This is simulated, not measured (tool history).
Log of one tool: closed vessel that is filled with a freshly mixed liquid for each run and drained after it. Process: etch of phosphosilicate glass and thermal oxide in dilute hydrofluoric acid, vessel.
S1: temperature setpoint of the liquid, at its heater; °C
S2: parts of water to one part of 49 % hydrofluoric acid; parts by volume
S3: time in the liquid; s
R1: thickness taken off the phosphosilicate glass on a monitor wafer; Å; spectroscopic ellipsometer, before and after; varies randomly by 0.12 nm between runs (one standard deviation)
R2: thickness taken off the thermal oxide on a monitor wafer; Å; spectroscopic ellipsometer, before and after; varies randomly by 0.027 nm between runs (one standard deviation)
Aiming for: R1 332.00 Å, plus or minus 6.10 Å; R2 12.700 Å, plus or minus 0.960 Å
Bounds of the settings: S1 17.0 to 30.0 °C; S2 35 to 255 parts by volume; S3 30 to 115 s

run,day,S1,S2,S3,R1,R2
1,0.000,22.0,145,60,407.71,15.539
2,0.025,21.0,145,60,394.23,15.169
3,0.212,20.0,145,60,376.73,14.727
4,0.354,20.0,145,80,500.68,18.700
5,0.658,20.0,95,80,808.33,30.531
6,0.817,19.5,115,80,639.56,24.741
7,1.117,19.0,130,80,544.39,20.628
8,1.158,18.5,140,80,491.66,19.596
9,1.396,18.5,150,80,457.91,17.856
10,1.525,18.5,160,80,421.43,15.407
11,1.738,18.0,165,80,398.90,15.006
12,1.925,18.0,170,80,385.64,14.959
13,2.258,18.0,175,80,372.28,14.490
14,2.442,18.0,180,80,361.21,13.328
15,2.654,17.5,180,80,352.06,13.439

Below are 4 possible settings for the next run. Only one of them brings all results inside the allowed miss of their targets. Which is it?
A,2.867,19.0,135,55,?,?
B,2.867,17.5,210,100,?,?
C,2.867,17.5,170,70,?,?
D,2.867,17.0,150,60,?,?

move,R1,R2
A,360.15,13.660
B,368.53,13.978
C,330.84,12.548
D,321.04,12.177
A: moves away from the targets compared with the last run
B: moves away from the targets compared with the last run
C: every result lands within tolerance
D: the result that was furthest off in the last run now lies on the other side of its target
Correct choice: C, which meets every target

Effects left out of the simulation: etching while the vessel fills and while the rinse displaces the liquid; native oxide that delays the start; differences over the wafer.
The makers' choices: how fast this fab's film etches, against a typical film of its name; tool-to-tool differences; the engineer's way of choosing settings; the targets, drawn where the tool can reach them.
